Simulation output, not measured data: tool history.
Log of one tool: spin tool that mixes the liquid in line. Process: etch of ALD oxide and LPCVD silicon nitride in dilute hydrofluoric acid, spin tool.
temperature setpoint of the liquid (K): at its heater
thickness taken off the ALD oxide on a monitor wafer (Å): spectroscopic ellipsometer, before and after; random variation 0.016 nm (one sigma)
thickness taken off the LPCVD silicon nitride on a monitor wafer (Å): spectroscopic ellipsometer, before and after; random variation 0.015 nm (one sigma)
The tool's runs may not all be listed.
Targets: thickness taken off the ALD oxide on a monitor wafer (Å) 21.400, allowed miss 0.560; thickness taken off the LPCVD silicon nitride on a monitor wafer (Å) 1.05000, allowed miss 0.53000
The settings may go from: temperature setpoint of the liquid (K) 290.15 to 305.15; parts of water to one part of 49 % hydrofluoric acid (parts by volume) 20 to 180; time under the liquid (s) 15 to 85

run  hour  temperature setpoint of the liquid (K)  parts of water to one part of 49 % hydrofluoric acid (parts by volume)  time under the liquid (s)  thickness taken off the ALD oxide on a monitor wafer (Å)  thickness taken off the LPCVD silicon nitride on a monitor wafer (Å)
  1   0.0                                  297.15                                                                     100                         45                                                    54.766                                                               2.62410
  2   5.4                                  295.15                                                                     100                         45                                                    50.645                                                               2.49750
  3  10.0                                  294.15                                                                     115                         45                                                    40.725                                                               1.76000
  4  10.9                                  294.15                                                                     115                         55                                                    51.177                                                               2.46070
  5  18.8                                  293.15                                                                     130                         55                                                    42.086                                                               1.73570
  6  21.4                                  293.15                                                                     145                         55                                                    37.576                                                               1.46330
  7  22.5                                  292.65                                                                     155                         55                                                    33.822                                                               1.70700
  8  29.4                                  292.15                                                                     160                         55                                                    32.027                                                               0.97651
  9  34.5                                  292.65                                                                     165                         50                                                    28.882                                                               1.34190
 10  39.6                                  292.15                                                                     170                         50                                                    26.976                                                               1.18800
 11  45.4                                  292.15                                                                     170                         50                                                    27.125                                                               1.29730
 12  50.9                                  291.65                                                                     170                         50                                                    26.172                                                               0.93407

Which of these 4 next moves meets every target?
  A  56.4                                  291.15                                                                     165                         55                                                         ?                                                                     ?
  B  56.4                                  293.65                                                                     180                         40                                                         ?                                                                     ?
  C  56.4                                  295.65                                                                     180                         35                                                         ?                                                                     ?
  D  56.4                                  292.65                                                                     150                         35                                                         ?                                                                     ?

move  thickness taken off the ALD oxide on a monitor wafer (Å)  thickness taken off the LPCVD silicon nitride on a monitor wafer (Å)
   A                                                    29.569                                                               1.10280
   B                                                    21.439                                                               0.87091
   C                                                    20.260                                                               0.86819
   D                                                    22.315                                                               0.85152
A: further off than the last run
B: meets every target
C: takes the result that was furthest off past its target
D: nearer than the last run, and not there yet
Move B is the one to make.
